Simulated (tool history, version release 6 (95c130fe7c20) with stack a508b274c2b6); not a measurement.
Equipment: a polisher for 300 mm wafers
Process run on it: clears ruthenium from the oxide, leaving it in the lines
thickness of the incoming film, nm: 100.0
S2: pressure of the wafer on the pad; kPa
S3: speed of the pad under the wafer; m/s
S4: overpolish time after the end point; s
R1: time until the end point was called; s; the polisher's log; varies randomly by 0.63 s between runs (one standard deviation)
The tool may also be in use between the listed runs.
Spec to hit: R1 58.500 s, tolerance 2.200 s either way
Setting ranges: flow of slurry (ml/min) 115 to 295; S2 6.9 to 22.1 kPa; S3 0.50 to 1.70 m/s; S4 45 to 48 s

Run 1, day 0.000: flow of slurry (ml/min) 190, S2 14.5 kPa, S3 1.10 m/s, S4 45 s. Result: R1 97.010 s.
Run 2, day 0.346: flow of slurry (ml/min) 190, S2 14.5 kPa, S3 0.86 m/s, S4 45 s. Result: R1 119.690 s.
Run 3, day 0.479: flow of slurry (ml/min) 190, S2 15.9 kPa, S3 0.90 m/s, S4 45 s. Result: R1 104.810 s.
Run 4, day 0.708: flow of slurry (ml/min) 190, S2 14.5 kPa, S3 0.90 m/s, S4 45 s. Result: R1 116.600 s.
Run 5, day 0.854: flow of slurry (ml/min) 145, S2 14.5 kPa, S3 0.90 m/s, S4 45 s. Result: R1 121.400 s.
Run 6, day 1.192: flow of slurry (ml/min) 150, S2 15.9 kPa, S3 0.92 m/s, S4 45 s. Result: R1 110.850 s.
Run 7, day 1.375: flow of slurry (ml/min) 160, S2 16.5 kPa, S3 0.96 m/s, S4 45 s. Result: R1 102.550 s.
At day 1.508: slurry nozzle cleaned.
Run 8, day 1.508: flow of slurry (ml/min) 170, S2 17.2 kPa, S3 1.00 m/s, S4 45 s. Result: R1 88.335 s.
Run 9, day 1.788: flow of slurry (ml/min) 170, S2 17.2 kPa, S3 1.00 m/s, S4 45 s. Result: R1 88.435 s.
Run 10, day 2.038: flow of slurry (ml/min) 170, S2 17.2 kPa, S3 1.00 m/s, S4 45 s. Result: R1 87.992 s.
Run 11, day 2.342: flow of slurry (ml/min) 180, S2 21.4 kPa, S3 1.08 m/s, S4 45 s. Result: R1 69.632 s.
Run 12, day 2.458: flow of slurry (ml/min) 180, S2 21.4 kPa, S3 1.10 m/s, S4 45 s. Result: R1 68.922 s.
Run 13, day 2.558: flow of slurry (ml/min) 180, S2 21.4 kPa, S3 1.12 m/s, S4 45 s. Result: R1 66.543 s.
Run 14, day 2.925: flow of slurry (ml/min) 180, S2 21.4 kPa, S3 1.14 m/s, S4 45 s. Result: R1 65.425 s.
Run 15, day 3.162: flow of slurry (ml/min) 180, S2 21.4 kPa, S3 1.16 m/s, S4 45 s. Result: R1 64.873 s.
Run 16, day 3.442: flow of slurry (ml/min) 180, S2 21.4 kPa, S3 1.18 m/s, S4 45 s. Result: R1 63.119 s.
Run 17, day 3.475: flow of slurry (ml/min) 185, S2 22.1 kPa, S3 1.20 m/s, S4 45 s. Result: R1 61.135 s.

Exactly one of the 5 candidate moves below puts every result within its allowed miss. Which one?
Run A, day 3.508: flow of slurry (ml/min) 145, S2 22.1 kPa, S3 1.16 m/s, S4 48 s. Result: R1 ?.
Run B, day 3.508: flow of slurry (ml/min) 180, S2 20.0 kPa, S3 1.20 m/s, S4 45 s. Result: R1 ?.
Run C, day 3.508: flow of slurry (ml/min) 165, S2 20.7 kPa, S3 1.14 m/s, S4 46 s. Result: R1 ?.
Run D, day 3.508: flow of slurry (ml/min) 240, S2 19.3 kPa, S3 1.42 m/s, S4 48 s. Result: R1 ?.
Run E, day 3.508: flow of slurry (ml/min) 155, S2 21.4 kPa, S3 1.20 m/s, S4 45 s. Result: R1 ?.

move      R1
   A  65.117
   B  67.010
   C  68.615
   D  58.166
   E  64.513
A: lands further from the targets than the last run did
B: lands further from the targets than the last run did
C: lands further from the targets than the last run did
D: in spec on every target
E: lands further from the targets than the last run did
Move D is the one to make.
